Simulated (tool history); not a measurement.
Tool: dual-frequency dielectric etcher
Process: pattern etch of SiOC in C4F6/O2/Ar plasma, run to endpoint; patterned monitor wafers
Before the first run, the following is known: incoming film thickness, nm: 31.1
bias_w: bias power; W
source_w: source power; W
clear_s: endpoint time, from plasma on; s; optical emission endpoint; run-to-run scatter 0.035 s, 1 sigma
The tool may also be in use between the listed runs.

| run | hour | bias_w | source_w | clear_s |
|---|---|---|---|---|
| 1 | 0.0 | 524 | 400 | 9.4928 |
| 2 | 6.6 | 524 | 360 | 10.0380 |
| 3 | 13.7 | 524 | 300 | 11.3820 |
| 4 | 16.7 | 548 | 310 | 10.8080 |
| 5 | 24.3 | 548 | 340 | 10.2410 |
| 6 | 30.0 | 563 | 340 | 10.0830 |

The next listed run, before its measurement:
| 7 | 32.8 | 668 | 350 | ? |

clear_s: 9.2921 s
